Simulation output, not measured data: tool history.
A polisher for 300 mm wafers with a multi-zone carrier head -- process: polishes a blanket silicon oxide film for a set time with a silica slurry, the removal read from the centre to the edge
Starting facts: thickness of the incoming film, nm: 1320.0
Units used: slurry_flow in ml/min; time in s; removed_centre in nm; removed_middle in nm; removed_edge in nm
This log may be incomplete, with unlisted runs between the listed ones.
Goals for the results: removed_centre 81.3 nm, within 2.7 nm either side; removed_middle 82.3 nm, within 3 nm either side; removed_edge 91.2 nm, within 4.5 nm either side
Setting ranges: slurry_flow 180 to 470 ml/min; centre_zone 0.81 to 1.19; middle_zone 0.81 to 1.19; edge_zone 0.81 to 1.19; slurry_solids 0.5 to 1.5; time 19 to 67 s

run,hour,slurry_flow,centre_zone,middle_zone,edge_zone,slurry_solids,time,removed_centre,removed_middle,removed_edge
1,0,300,1,1,1,1,43,94.709,97.402,95.538
2,7.5,300,1,1,1,1.2,43,102.37,103.62,103.2
3,15.9,300,1,0.95,1,1.2,43,101.83,100.59,103.1
4,23.9,300,1,0.9,1,1.2,43,101.23,96.402,102.34
5,27,300,1,0.9,1,1.35,43,105.58,99.07,105.74
6,35.8,295,0.98,0.88,0.99,1.25,43,101.71,94.421,104.48
7,37.5,300,0.88,0.92,0.95,1,41,82.77,86.127,87.558
8,42.7,295,0.88,0.91,0.97,1,41,82.886,86.506,86.715
9,48.4,300,0.87,0.89,1,1.05,41,83.609,85.416,91.504

Which one of the following 4 next-run settings gets every result inside its allowed miss? There is exactly one.
A,54.1,260,0.88,0.88,1.03,1.2,38,?,?,?
B,54.1,325,1,0.89,0.97,1.05,39,?,?,?
C,54.1,320,0.94,0.83,0.95,0.85,44,?,?,?
D,54.1,290,0.93,0.89,1.01,1.15,40,?,?,?

move,removed_centre,removed_middle,removed_edge
A,82.401,82.167,89.717
B,89.483,82.599,86.584
C,88.88,80.777,88.948
D,89.542,86.836,92.872
A: in spec on every target
B: the furthest-off result lands on target, but another misses its tolerance
C: the furthest-off result lands on target, but another misses its tolerance
D: moves away from the targets compared with the last run
So the answer is move A, the one that meets all the targets.
